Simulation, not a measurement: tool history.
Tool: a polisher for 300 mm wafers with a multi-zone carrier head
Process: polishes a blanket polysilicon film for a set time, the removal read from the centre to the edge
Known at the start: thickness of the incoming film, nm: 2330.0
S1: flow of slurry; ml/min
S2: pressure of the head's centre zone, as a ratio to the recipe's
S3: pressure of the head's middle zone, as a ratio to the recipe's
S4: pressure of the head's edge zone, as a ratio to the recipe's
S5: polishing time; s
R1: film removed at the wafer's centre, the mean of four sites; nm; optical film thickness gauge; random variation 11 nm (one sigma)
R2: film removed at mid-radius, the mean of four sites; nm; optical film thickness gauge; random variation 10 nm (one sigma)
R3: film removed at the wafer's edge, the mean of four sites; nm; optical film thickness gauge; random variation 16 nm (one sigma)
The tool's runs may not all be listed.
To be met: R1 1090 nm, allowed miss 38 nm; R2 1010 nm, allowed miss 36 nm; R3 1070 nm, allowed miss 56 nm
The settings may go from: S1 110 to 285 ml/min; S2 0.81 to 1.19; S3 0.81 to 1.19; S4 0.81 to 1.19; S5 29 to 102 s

run	hour	S1	S2	S3	S4	S5	R1	R2	R3
1	0	180	1	1	1	65	1053.3	919.15	932.2
2	2.6	190	0.99	1.01	1.03	66	1070.2	969.57	978.4
3	6.4	195	0.99	1.01	1.05	66	1072.4	969.71	976.28
4	7.9	195	0.98	1	1.07	67	1082.5	948.48	1011
5	11.5	195	0.98	1	1.11	67	1057.9	979.45	1019.9
6	16.9	195	1.02	1	1.11	67	1096.1	973.49	1014.9
7	20.3	195	1.01	1	1.12	67	1100.2	961.2	1031.4
# hour 25.6: centre zone pressure recalibrated
8	25.6	195	1	1.01	1.13	67	968.16	975.88	1059
9	32.6	205	1	1.01	1.13	67	975.05	980.61	1024.5
10	39.4	200	1.01	1.01	1.13	68	991.26	989.25	1037.8

4 next moves are on the table. One of them brings every result within its allowed miss. Which?
A	46.2	170	0.99	0.98	1.11	68	?	?	?
B	46.2	205	1.01	0.94	1.02	73	?	?	?
C	46.2	160	0.85	0.98	1.19	68	?	?	?
D	46.2	165	0.89	1.04	1.13	69	?	?	?

move	R1	R2	R3
A	953.61	940.86	1009.1
B	1071.1	1007.7	1061.3
C	810.58	934.18	1036.2
D	865.69	986.55	1028.9
A: further off than the last run
B: meets every target
C: further off than the last run
D: further off than the last run
Answer: B
